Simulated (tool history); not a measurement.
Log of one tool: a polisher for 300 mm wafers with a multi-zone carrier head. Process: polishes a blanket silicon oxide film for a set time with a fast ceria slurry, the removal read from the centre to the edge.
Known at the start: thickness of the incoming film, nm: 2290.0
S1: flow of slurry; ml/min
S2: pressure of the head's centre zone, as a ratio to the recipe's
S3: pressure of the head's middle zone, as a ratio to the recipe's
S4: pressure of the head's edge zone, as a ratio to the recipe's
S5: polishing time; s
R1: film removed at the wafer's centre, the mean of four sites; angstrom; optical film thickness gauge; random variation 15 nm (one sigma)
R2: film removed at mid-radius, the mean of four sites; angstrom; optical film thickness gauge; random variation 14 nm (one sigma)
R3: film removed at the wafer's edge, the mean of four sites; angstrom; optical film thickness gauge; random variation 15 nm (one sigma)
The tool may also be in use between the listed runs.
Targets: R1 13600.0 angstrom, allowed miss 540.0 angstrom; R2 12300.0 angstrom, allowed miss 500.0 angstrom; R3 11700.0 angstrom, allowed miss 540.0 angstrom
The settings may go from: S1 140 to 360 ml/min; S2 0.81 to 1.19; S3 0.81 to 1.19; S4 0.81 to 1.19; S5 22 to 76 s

run 1 hour=0.0 | S1=230 S2=1.00 S3=1.00 S4=1.00 S5=49 | R1=8072.2 R2=8672.2 R3=8929.2
run 2 hour=2.7 | S1=230 S2=1.00 S3=1.06 S4=1.00 S5=49 | R1=8129.2 R2=9076.0 R3=8892.8
run 3 hour=6.8 | S1=245 S2=1.05 S3=1.06 S4=0.99 S5=53 | R1=9632.0 R2=9742.2 R3=9568.3
run 4 hour=13.7 | S1=245 S2=1.05 S3=1.06 S4=1.07 S5=53 | R1=9312.6 R2=10087.0 R3=9978.2
run 5 hour=16.3 | S1=245 S2=1.09 S3=1.06 S4=1.07 S5=53 | R1=9613.2 R2=10050.0 R3=10291.0
run 6 hour=20.2 | S1=245 S2=1.09 S3=1.06 S4=1.13 S5=53 | R1=9463.3 R2=9915.2 R3=10413.0
run 7 hour=28.7 | S1=260 S2=1.12 S3=1.07 S4=1.09 S5=55 | R1=10556.0 R2=10601.0 R3=10865.0
run 8 hour=34.8 | S1=275 S2=1.14 S3=1.08 S4=1.06 S5=56 | R1=11000.0 R2=10844.0 R3=10768.0
run 9 hour=42.8 | S1=280 S2=1.15 S3=1.08 S4=1.04 S5=58 | R1=11286.0 R2=11447.0 R3=10943.0
run 10 hour=47.1 | S1=280 S2=1.16 S3=1.05 S4=1.00 S5=61 | R1=12075.0 R2=11472.0 R3=11286.0
run 11 hour=50.4 | S1=280 S2=1.16 S3=1.05 S4=1.00 S5=61 | R1=12009.0 R2=11655.0 R3=11041.0
run 12 hour=56.7 | S1=285 S2=1.17 S3=1.03 S4=0.99 S5=63 | R1=12548.0 R2=11914.0 R3=11632.0
run 13 hour=64.7 | S1=285 S2=1.18 S3=1.02 S4=0.97 S5=64 | R1=13003.0 R2=11983.0 R3=11456.0

5 next moves are on the table. One of them brings every result within its allowed miss. Which?
run A hour=72.7 | S1=245 S2=1.18 S3=1.01 S4=0.89 S5=69 | R1=? R2=? R3=?
run B hour=72.7 | S1=305 S2=1.19 S3=1.03 S4=1.00 S5=61 | R1=? R2=? R3=?
run C hour=72.7 | S1=285 S2=1.15 S3=1.09 S4=0.87 S5=64 | R1=? R2=? R3=?
run D hour=72.7 | S1=275 S2=1.10 S3=1.16 S4=0.96 S5=65 | R1=? R2=? R3=?
run E hour=72.7 | S1=305 S2=1.12 S3=1.19 S4=0.86 S5=63 | R1=? R2=? R3=?

move=A R1=13883.0 R2=12511.0 R3=11991.0
move=B R1=12713.0 R2=11488.0 R3=11400.0
move=C R1=12792.0 R2=12484.0 R3=11141.0
move=D R1=12372.0 R2=13232.0 R3=11798.0
move=E R1=12360.0 R2=13214.0 R3=10955.0
A: meets every target
B: further off than the last run
C: further off than the last run
D: further off than the last run
E: further off than the last run
Move A is the one to make.
